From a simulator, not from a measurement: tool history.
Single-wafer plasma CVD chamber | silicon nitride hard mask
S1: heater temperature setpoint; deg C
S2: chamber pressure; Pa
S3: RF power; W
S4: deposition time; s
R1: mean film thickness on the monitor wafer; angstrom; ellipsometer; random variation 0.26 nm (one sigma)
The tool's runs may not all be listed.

run 1 day=0 | S1=420 S2=243 S3=335 S4=54.4 | R1=617.63
run 2 day=0.208 | S1=420 S2=243 S3=335 S4=52 | R1=586.68
run 3 day=0.504 | S1=420 S2=256 S3=350 S4=52.2 | R1=614.11
run 4 day=0.825 | S1=429 S2=256 S3=350 S4=52.2 | R1=615.04
run 5 day=0.892 | S1=429 S2=256 S3=390 S4=52.2 | R1=640.82
run 6 day=1.246 | S1=429 S2=288 S3=390 S4=52.2 | R1=668.28
run 7 day=1.346 | S1=429 S2=293 S3=395 S4=52.3 | R1=676.25

The next listed run, before its measurement:
run 8 day=1.708 | S1=429 S2=293 S3=395 S4=52.3 | R1=?

Run 8 gave R1 677.42 angstrom.

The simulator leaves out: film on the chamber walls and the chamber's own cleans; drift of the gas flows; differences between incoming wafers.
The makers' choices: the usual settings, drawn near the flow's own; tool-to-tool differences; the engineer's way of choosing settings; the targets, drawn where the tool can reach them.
